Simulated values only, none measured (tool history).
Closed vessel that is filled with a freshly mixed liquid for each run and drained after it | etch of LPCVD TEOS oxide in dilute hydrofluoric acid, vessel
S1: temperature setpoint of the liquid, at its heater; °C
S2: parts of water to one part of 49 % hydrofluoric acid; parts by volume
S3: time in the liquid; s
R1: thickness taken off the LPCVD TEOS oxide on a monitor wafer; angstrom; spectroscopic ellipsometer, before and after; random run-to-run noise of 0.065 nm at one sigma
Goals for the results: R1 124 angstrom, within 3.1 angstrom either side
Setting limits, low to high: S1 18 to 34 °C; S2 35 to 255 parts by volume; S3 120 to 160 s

run,day,S1,S2,S3,R1
1,0,26,145,160,203.83
2,0.075,24.5,150,160,187.25
3,0.329,24.5,150,120,139.71
4,0.462,24.5,150,120,139.69
5,0.708,24,150,120,137.44
6,0.896,23.5,150,120,134.67
7,1.179,23,150,120,132.69
8,1.371,22.5,150,120,128.56

Consider the 4 candidate settings below. Which is the only one whose results all fall within their allowed miss of target?
A,1.562,22,150,125,?
B,1.562,21.5,155,125,?
C,1.562,20,145,135,?
D,1.562,18,140,135,?

move,R1
A,132.25
B,124.83
C,137.27
D,131.82
A: misses by more than the last run did
B: all results in spec
C: misses by more than the last run did
D: misses by more than the last run did
The move that meets every target is B.
